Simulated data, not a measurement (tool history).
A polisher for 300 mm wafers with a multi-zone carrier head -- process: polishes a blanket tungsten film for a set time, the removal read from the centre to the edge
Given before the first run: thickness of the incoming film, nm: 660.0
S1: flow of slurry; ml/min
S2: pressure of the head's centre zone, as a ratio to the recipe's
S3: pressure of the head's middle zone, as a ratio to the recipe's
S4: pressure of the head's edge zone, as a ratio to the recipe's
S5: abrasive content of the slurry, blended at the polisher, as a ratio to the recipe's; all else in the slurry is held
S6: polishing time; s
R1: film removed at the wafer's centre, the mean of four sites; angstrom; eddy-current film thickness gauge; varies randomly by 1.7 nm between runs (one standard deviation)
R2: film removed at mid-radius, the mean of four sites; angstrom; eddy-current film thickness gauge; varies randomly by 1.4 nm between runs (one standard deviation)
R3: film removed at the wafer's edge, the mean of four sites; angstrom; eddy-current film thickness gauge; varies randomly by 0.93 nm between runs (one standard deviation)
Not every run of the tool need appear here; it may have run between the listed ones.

run,day,S1,S2,S3,S4,S5,S6,R1,R2,R3
1,0.000,225,1.00,1.00,1.00,1.00,66,2364.6,2199.7,2230.9
2,0.308,225,1.00,1.00,1.00,0.80,66,2184.9,2042.2,2100.7
3,0.558,200,1.00,1.00,1.00,0.80,66,2157.2,2035.4,2065.3
4,0.908,200,0.95,1.00,1.00,0.80,66,2066.6,2032.3,2048.4
5,1.254,195,0.93,0.98,0.99,0.75,64,1910.1,1909.2,1972.8
6,1.467,190,0.93,0.97,0.97,0.70,61,1798.3,1759.6,1807.5
7,1.488,185,0.91,0.95,0.95,0.65,60,1682.3,1678.2,1713.3
8,1.775,180,0.90,0.93,0.94,0.65,59,1601.5,1585.7,1668.8
9,1.988,175,0.89,0.92,0.92,0.65,58,1547.3,1513.3,1616.0
10,2.179,175,0.88,0.91,0.90,0.65,58,1556.8,1528.3,1604.9

Predict the results of run 11:
11,2.208,155,0.84,0.84,0.87,0.50,50,?,?,?

Run 11 came out at R1 1158.9 angstrom, R2 1123.8 angstrom, R3 1242.2 angstrom.

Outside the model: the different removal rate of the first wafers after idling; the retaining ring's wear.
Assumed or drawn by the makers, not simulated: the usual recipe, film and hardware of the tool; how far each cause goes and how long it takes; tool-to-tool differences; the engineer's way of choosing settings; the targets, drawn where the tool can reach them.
